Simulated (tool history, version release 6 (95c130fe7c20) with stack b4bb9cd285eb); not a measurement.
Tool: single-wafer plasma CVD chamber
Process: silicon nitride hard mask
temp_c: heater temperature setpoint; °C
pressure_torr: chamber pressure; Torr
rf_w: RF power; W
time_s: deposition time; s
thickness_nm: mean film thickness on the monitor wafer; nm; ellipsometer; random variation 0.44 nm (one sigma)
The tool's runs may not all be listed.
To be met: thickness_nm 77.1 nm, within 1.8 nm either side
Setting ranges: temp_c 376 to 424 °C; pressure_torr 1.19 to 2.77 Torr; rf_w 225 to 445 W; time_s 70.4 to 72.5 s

{"run": 1, "hour": 0.0, "temp_c": 400, "pressure_torr": 1.98, "rf_w": 335, "time_s": 70.4, "thickness_nm": 87.576}
{"run": 2, "hour": 7.5, "temp_c": 410, "pressure_torr": 1.98, "rf_w": 335, "time_s": 70.4, "thickness_nm": 86.944}
{"run": 3, "hour": 15.4, "temp_c": 410, "pressure_torr": 1.88, "rf_w": 330, "time_s": 70.4, "thickness_nm": 84.211}
{"run": 4, "hour": 24.0, "temp_c": 410, "pressure_torr": 1.81, "rf_w": 330, "time_s": 70.4, "thickness_nm": 83.537}
{"run": 5, "hour": 28.1, "temp_c": 410, "pressure_torr": 1.74, "rf_w": 330, "time_s": 70.4, "thickness_nm": 82.139}
{"run": 6, "hour": 28.8, "temp_c": 410, "pressure_torr": 1.69, "rf_w": 330, "time_s": 70.4, "thickness_nm": 82.027}
{"run": 7, "hour": 30.8, "temp_c": 410, "pressure_torr": 1.64, "rf_w": 330, "time_s": 70.4, "thickness_nm": 81.671}
{"run": 8, "hour": 35.7, "temp_c": 410, "pressure_torr": 1.59, "rf_w": 330, "time_s": 70.4, "thickness_nm": 79.891}
{"run": 9, "hour": 43.3, "temp_c": 410, "pressure_torr": 1.56, "rf_w": 330, "time_s": 70.4, "thickness_nm": 79.993}
{"run": 10, "hour": 48.6, "temp_c": 410, "pressure_torr": 1.53, "rf_w": 330, "time_s": 70.4, "thickness_nm": 79.558}

Which one of the following 5 next-run settings gets every result inside its allowed miss? There is exactly one.
{"run": "A", "hour": 53.9, "temp_c": 400, "pressure_torr": 1.41, "rf_w": 330, "time_s": 70.4, "thickness_nm": "?"}
{"run": "B", "hour": 53.9, "temp_c": 421, "pressure_torr": 1.7, "rf_w": 325, "time_s": 72.5, "thickness_nm": "?"}
{"run": "C", "hour": 53.9, "temp_c": 415, "pressure_torr": 1.62, "rf_w": 305, "time_s": 70.4, "thickness_nm": "?"}
{"run": "D", "hour": 53.9, "temp_c": 404, "pressure_torr": 1.57, "rf_w": 335, "time_s": 72.2, "thickness_nm": "?"}
{"run": "E", "hour": 53.9, "temp_c": 400, "pressure_torr": 1.69, "rf_w": 330, "time_s": 72.5, "thickness_nm": "?"}

move=A thickness_nm=77.732
move=B thickness_nm=83.307
move=C thickness_nm=74.777
move=D thickness_nm=83.795
move=E thickness_nm=85.109
A: every result lands within tolerance
B: misses by more than the last run did
C: takes the biggest miss from the last run beyond its target
D: misses by more than the last run did
E: misses by more than the last run did
Answer: A
